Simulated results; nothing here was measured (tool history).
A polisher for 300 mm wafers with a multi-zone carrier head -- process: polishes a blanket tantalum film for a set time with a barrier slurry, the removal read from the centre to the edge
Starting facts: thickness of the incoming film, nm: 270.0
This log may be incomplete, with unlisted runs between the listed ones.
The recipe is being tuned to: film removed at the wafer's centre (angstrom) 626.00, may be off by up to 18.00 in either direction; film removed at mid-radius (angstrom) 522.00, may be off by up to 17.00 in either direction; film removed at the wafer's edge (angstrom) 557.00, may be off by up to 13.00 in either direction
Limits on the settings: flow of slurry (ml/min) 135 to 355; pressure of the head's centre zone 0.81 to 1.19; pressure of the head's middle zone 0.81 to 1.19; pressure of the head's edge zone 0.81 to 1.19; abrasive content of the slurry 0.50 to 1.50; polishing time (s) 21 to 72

run  hour  flow of slurry (ml/min)  pressure of the head's centre zone  pressure of the head's middle zone  pressure of the head's edge zone  abrasive content of the slurry  polishing time (s)  film removed at the wafer's centre (angstrom)  film removed at mid-radius (angstrom)  film removed at the wafer's edge (angstrom)
  1   0.0                      225                                1.00                                1.00                              1.00                            1.00                  46                                         777.98                                 787.81                                       765.50
  2   7.9                      225                                1.00                                0.92                              1.00                            1.00                  46                                         783.65                                 742.39                                       771.76
  3  15.5                      225                                1.00                                0.92                              1.00                            1.15                  46                                         809.49                                 757.57                                       800.20
  4  18.9                      225                                0.93                                0.92                              1.00                            1.15                  46                                         761.56                                 770.80                                       795.47
  5  24.2                      225                                0.93                                1.00                              1.00                            1.15                  46                                         750.38                                 821.43                                       794.43
  6  32.0                      225                                0.98                                1.00                              1.00                            1.15                  46                                         785.93                                 813.44                                       796.30
  7  32.7                      220                                0.99                                0.98                              0.99                            1.10                  45                                         784.12                                 767.13                                       767.63
  8  34.7                      215                                0.99                                0.96                              0.98                            1.05                  44                                         738.55                                 740.06                                       745.30
  9  40.7                      225                                1.00                                0.95                              0.98                            1.00                  43                                         727.03                                 705.02                                       715.04
 10  43.1                      225                                1.01                                0.94                              0.97                            0.95                  42                                         712.75                                 666.58                                       679.85
 11  46.2                      225                                1.01                                0.93                              0.96                            0.90                  42                                         698.33                                 656.54                                       673.40
 12  53.6                      225                                1.01                                0.92                              0.95                            0.85                  42                                         686.68                                 643.83                                       650.15
 13  59.0                      220                                1.01                                0.91                              0.94                            0.80                  42                                         668.48                                 623.07                                       648.88
 14  64.2                      240                                1.11                                0.89                              0.84                            0.55                  38                                         596.45                                 488.13                                       495.06
 15  71.8                      245                                1.11                                0.89                              0.86                            0.55                  38                                         599.95                                 492.43                                       492.64
 16  76.0                      245                                1.11                                0.89                              0.88                            0.55                  38                                         601.56                                 499.20                                       506.82
 17  79.9                      310                                1.11                                0.88                              0.98                            0.55                  38                                         617.08                                 511.54                                       530.17
 18  83.8                      310                                1.11                                0.88                              0.99                            0.55                  38                                         614.73                                 508.52                                       537.74
 19  86.2                      310                                1.11                                0.88                              1.00                            0.55                  38                                         613.58                                 498.71                                       540.36

Of the 4 settings listed for the next run, only one would bring every result within its allowed miss of target. Which one?
  A  88.6                      325                                1.04                                0.91                              1.01                            0.65                  36                                              ?                                      ?                                            ?
  B  88.6                      285                                1.12                                0.82                              0.99                            0.55                  37                                              ?                                      ?                                            ?
  C  88.6                      300                                1.11                                0.87                              1.03                            0.55                  36                                              ?                                      ?                                            ?
  D  88.6                      325                                1.07                                0.85                              0.96                            0.55                  40                                              ?                                      ?                                            ?

move  film removed at the wafer's centre (angstrom)  film removed at mid-radius (angstrom)  film removed at the wafer's edge (angstrom)
   A                                         579.70                                 525.44                                       545.97
   B                                         596.10                                 460.94                                       519.17
   C                                         578.16                                 473.15                                       516.55
   D                                         624.03                                 519.69                                       558.06
A: meets the target for the result that was furthest off, but another lies outside its allowed miss
B: lands further from the targets than the last run did
C: lands further from the targets than the last run did
D: in spec on every target
Correct choice: D, which meets every target

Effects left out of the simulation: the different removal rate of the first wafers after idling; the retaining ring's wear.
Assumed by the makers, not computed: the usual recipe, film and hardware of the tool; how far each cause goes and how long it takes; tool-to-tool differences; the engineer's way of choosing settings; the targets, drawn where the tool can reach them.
